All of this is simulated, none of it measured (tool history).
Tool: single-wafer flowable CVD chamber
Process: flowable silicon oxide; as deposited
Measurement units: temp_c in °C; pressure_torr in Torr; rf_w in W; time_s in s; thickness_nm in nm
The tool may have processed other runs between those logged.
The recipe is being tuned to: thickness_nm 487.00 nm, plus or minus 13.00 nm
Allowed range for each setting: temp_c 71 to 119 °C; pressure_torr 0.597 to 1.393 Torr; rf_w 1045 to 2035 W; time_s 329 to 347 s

{"run": 1, "hour": 0.0, "temp_c": 95, "pressure_torr": 0.995, "rf_w": 1540, "time_s": 347, "thickness_nm": 308.92}
{"run": 2, "hour": 4.9, "temp_c": 95, "pressure_torr": 0.995, "rf_w": 1675, "time_s": 347, "thickness_nm": 315.92}
{"run": 3, "hour": 13.0, "temp_c": 93, "pressure_torr": 0.996, "rf_w": 1675, "time_s": 347, "thickness_nm": 342.54}
{"run": 4, "hour": 13.6, "temp_c": 93, "pressure_torr": 0.996, "rf_w": 1525, "time_s": 347, "thickness_nm": 332.72}
{"run": 5, "hour": 16.7, "temp_c": 91, "pressure_torr": 0.997, "rf_w": 1525, "time_s": 347, "thickness_nm": 361.25}
{"run": 6, "hour": 21.3, "temp_c": 90, "pressure_torr": 0.997, "rf_w": 1525, "time_s": 347, "thickness_nm": 372.85}
{"run": 7, "hour": 28.6, "temp_c": 89, "pressure_torr": 0.997, "rf_w": 1525, "time_s": 347, "thickness_nm": 384.17}
{"run": 8, "hour": 36.6, "temp_c": 80, "pressure_torr": 1.0, "rf_w": 1525, "time_s": 347, "thickness_nm": 522.99}
{"run": 9, "hour": 37.4, "temp_c": 81, "pressure_torr": 1.0, "rf_w": 1525, "time_s": 347, "thickness_nm": 505.35}
{"run": 10, "hour": 43.8, "temp_c": 81, "pressure_torr": 1.0, "rf_w": 1525, "time_s": 347, "thickness_nm": 508.16}

Which single option among these 5 for the next run brings every result within its allowed miss of target? Just one does.
{"run": "A", "hour": 50.2, "temp_c": 82, "pressure_torr": 1.033, "rf_w": 1575, "time_s": 347, "thickness_nm": "?"}
{"run": "B", "hour": 50.2, "temp_c": 82, "pressure_torr": 0.943, "rf_w": 1625, "time_s": 342, "thickness_nm": "?"}
{"run": "C", "hour": 50.2, "temp_c": 86, "pressure_torr": 1.1, "rf_w": 1800, "time_s": 347, "thickness_nm": "?"}
{"run": "D", "hour": 50.2, "temp_c": 84, "pressure_torr": 1.123, "rf_w": 1175, "time_s": 338, "thickness_nm": "?"}
{"run": "E", "hour": 50.2, "temp_c": 79, "pressure_torr": 1.031, "rf_w": 1545, "time_s": 343, "thickness_nm": "?"}

move=A thickness_nm=513.20
move=B thickness_nm=466.67
move=C thickness_nm=489.56
move=D thickness_nm=458.33
move=E thickness_nm=550.62
A: moves away from the targets compared with the last run
B: takes the result that was furthest off past its target
C: all results land within tolerance of their targets
D: takes the result that was furthest off past its target
E: moves away from the targets compared with the last run
The right move is C.
